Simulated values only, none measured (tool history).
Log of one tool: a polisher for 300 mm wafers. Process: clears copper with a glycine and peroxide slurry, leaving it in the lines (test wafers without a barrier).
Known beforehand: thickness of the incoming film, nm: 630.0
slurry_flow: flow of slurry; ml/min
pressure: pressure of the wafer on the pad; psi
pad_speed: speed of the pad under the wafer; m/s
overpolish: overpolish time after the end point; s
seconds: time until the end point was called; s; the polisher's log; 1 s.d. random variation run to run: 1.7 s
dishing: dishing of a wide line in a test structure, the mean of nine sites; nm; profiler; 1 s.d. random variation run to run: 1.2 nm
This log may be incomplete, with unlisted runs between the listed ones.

run 1 hour=0.0 | slurry_flow=155 pressure=1.9 pad_speed=1.24 overpolish=18 | seconds=125.58 dishing=52.295
run 2 hour=3.2 | slurry_flow=155 pressure=1.5 pad_speed=1.24 overpolish=18 | seconds=148.83 dishing=43.151
run 3 hour=8.4 | slurry_flow=155 pressure=1.3 pad_speed=1.24 overpolish=18 | seconds=164.22 dishing=42.722
run 4 hour=15.9 | slurry_flow=150 pressure=1.2 pad_speed=1.24 overpolish=20 | seconds=175.88 dishing=42.740
run 5 hour=21.4 | slurry_flow=150 pressure=1.2 pad_speed=1.42 overpolish=20 | seconds=157.82 dishing=47.853
run 6 hour=25.6 | slurry_flow=140 pressure=1.1 pad_speed=1.42 overpolish=21 | seconds=170.31 dishing=45.073
run 7 hour=28.2 | slurry_flow=130 pressure=1.1 pad_speed=1.42 overpolish=22 | seconds=172.92 dishing=46.729
run 8 hour=31.8 | slurry_flow=125 pressure=1.1 pad_speed=1.42 overpolish=23 | seconds=172.06 dishing=47.063
run 9 hour=39.5 | slurry_flow=120 pressure=1.0 pad_speed=1.42 overpolish=24 | seconds=187.27 dishing=46.593
-- hour=43.3 slurry nozzle cleaned
run 10 hour=43.3 | slurry_flow=115 pressure=1.0 pad_speed=1.42 overpolish=24 | seconds=172.84 dishing=49.618
run 11 hour=46.0 | slurry_flow=125 pressure=1.0 pad_speed=1.40 overpolish=24 | seconds=174.82 dishing=51.187
run 12 hour=48.5 | slurry_flow=120 pressure=1.0 pad_speed=1.38 overpolish=24 | seconds=175.98 dishing=48.867
run 13 hour=51.9 | slurry_flow=120 pressure=1.0 pad_speed=1.32 overpolish=24 | seconds=180.81 dishing=46.359

Predict the results of run 14:
run 14 hour=55.6 | slurry_flow=120 pressure=1.0 pad_speed=1.28 overpolish=25 | seconds=? dishing=?

Logged for run 14: seconds 184.57 s, dishing 49.025 nm.

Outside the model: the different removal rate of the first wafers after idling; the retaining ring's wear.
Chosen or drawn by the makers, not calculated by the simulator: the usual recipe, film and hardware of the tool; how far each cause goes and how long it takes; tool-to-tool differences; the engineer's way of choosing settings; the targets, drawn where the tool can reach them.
